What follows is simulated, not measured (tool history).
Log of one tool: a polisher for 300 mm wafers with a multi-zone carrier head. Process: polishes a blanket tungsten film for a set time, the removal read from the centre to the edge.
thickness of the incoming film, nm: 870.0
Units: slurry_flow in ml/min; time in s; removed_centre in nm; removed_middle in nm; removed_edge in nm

run 1 hour=0 | slurry_flow=240 centre_zone=1 middle_zone=1 edge_zone=1 slurry_solids=1 time=67 | removed_centre=291.62 removed_middle=289.41 removed_edge=293.9
run 2 hour=3.9 | slurry_flow=240 centre_zone=1 middle_zone=1 edge_zone=1 slurry_solids=1.15 time=67 | removed_centre=295.82 removed_middle=305.94 removed_edge=301.26
run 3 hour=7 | slurry_flow=240 centre_zone=1.01 middle_zone=1.01 edge_zone=0.97 slurry_solids=1.05 time=63 | removed_centre=274.94 removed_middle=280.75 removed_edge=277.56
run 4 hour=8.2 | slurry_flow=240 centre_zone=1.01 middle_zone=1.01 edge_zone=0.97 slurry_solids=0.85 time=63 | removed_centre=265.89 removed_middle=261.95 removed_edge=269.76
run 5 hour=12.2 | slurry_flow=245 centre_zone=1.04 middle_zone=1.03 edge_zone=0.94 slurry_solids=0.8 time=59 | removed_centre=249.65 removed_middle=247.85 removed_edge=239.8
run 6 hour=18.6 | slurry_flow=245 centre_zone=1.04 middle_zone=1.03 edge_zone=0.94 slurry_solids=0.8 time=43 | removed_centre=188.06 removed_middle=182.99 removed_edge=175.85

The next listed run, before its measurement:
run 7 hour=22.8 | slurry_flow=250 centre_zone=1.06 middle_zone=1.03 edge_zone=0.97 slurry_solids=0.9 time=44 | removed_centre=? removed_middle=? removed_edge=?

Run 7 gave removed_centre 199.7 nm, removed_middle 195.43 nm, removed_edge 188.65 nm.
